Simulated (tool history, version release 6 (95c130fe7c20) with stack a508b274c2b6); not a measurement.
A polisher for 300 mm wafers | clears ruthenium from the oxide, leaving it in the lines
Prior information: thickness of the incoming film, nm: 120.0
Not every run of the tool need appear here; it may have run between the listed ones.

run,hour,flow of slurry (ml/min),pressure of the wafer on the pad (kPa),speed of the pad under the wafer (cm/s),overpolish time after the end point (s),time until the end point was called (s)
1,0.0,225,17.2,80,10,123.48
2,0.6,225,17.9,80,10,115.78
3,1.3,225,15.2,80,10,135.52
4,5.6,225,15.2,80,7,137.32
5,10.5,225,15.9,80,7,131.98
6,12.0,225,16.5,80,7,124.76

Estimate the outcome of run 7 from the log above:
7,12.5,225,17.2,80,7,?

Run 7 measured time until the end point was called (s) 118.77.
